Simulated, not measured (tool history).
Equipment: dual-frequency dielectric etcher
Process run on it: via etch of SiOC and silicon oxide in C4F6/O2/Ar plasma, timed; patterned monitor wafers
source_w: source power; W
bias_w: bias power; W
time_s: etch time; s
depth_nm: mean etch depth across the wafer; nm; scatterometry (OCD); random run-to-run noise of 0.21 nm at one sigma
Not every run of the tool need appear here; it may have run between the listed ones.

{"run": 1, "hour": 0.0, "source_w": 390, "bias_w": 121, "time_s": 44, "depth_nm": 42.629}
{"run": 2, "hour": 8.3, "source_w": 390, "bias_w": 121, "time_s": 40, "depth_nm": 39.129}
{"run": 3, "hour": 10.9, "source_w": 330, "bias_w": 121, "time_s": 40, "depth_nm": 36.073}
{"run": 4, "hour": 14.3, "source_w": 390, "bias_w": 121, "time_s": 40, "depth_nm": 38.855}
{"run": 5, "hour": 15.9, "source_w": 360, "bias_w": 121, "time_s": 40, "depth_nm": 37.428}
{"run": 6, "hour": 23.2, "source_w": 420, "bias_w": 123, "time_s": 40, "depth_nm": 39.828}
{"run": 7, "hour": 26.1, "source_w": 460, "bias_w": 134, "time_s": 41, "depth_nm": 43.887}
{"run": 8, "hour": 27.5, "source_w": 540, "bias_w": 137, "time_s": 41, "depth_nm": 47.146}

For run 9, what comes out?
{"run": 9, "hour": 33.1, "source_w": 540, "bias_w": 140, "time_s": 41, "depth_nm": "?"}

depth_nm: 47.394 nm
